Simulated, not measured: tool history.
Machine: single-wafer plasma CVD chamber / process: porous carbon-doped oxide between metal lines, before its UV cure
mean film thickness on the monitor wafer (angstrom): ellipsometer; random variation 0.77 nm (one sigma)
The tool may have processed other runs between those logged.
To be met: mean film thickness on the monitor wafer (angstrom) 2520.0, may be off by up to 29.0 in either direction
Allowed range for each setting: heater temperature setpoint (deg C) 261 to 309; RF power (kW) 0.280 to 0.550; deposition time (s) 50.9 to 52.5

| run | day | heater temperature setpoint (deg C) | RF power (kW) | deposition time (s) | mean film thickness on the monitor wafer (angstrom) |
|---|---|---|---|---|---|
| 1 | 0.000 | 285 | 0.415 | 50.9 | 2639.7 |
| 2 | 0.062 | 279 | 0.415 | 50.9 | 2721.7 |
| 3 | 0.104 | 281 | 0.415 | 50.9 | 2695.7 |
| 4 | 0.446 | 281 | 0.415 | 50.9 | 2693.8 |
|  | 0.779 | RF generator calibrated |
| 5 | 0.779 | 281 | 0.445 | 50.9 | 2928.0 |
| 6 | 0.846 | 281 | 0.415 | 50.9 | 2790.4 |
| 7 | 1.138 | 283 | 0.415 | 50.9 | 2739.2 |
| 8 | 1.267 | 295 | 0.410 | 50.9 | 2555.7 |

Of the 4 settings listed for the next run, only one would bring every result within its allowed miss of target. Which one?
| A | 1.396 | 292 | 0.395 | 51.0 | ? |
| B | 1.396 | 298 | 0.400 | 51.0 | ? |
| C | 1.396 | 292 | 0.415 | 51.3 | ? |
| D | 1.396 | 308 | 0.405 | 52.5 | ? |

| move | mean film thickness on the monitor wafer (angstrom) |
|---|---|
| A | 2534.3 |
| B | 2474.3 |
| C | 2640.3 |
| D | 2436.8 |
A: all results land within tolerance of their targets
B: the result that was furthest off in the last run now lies on the other side of its target
C: its largest miss is bigger than the last run's
D: the result that was furthest off in the last run now lies on the other side of its target
Move A is the one to make.

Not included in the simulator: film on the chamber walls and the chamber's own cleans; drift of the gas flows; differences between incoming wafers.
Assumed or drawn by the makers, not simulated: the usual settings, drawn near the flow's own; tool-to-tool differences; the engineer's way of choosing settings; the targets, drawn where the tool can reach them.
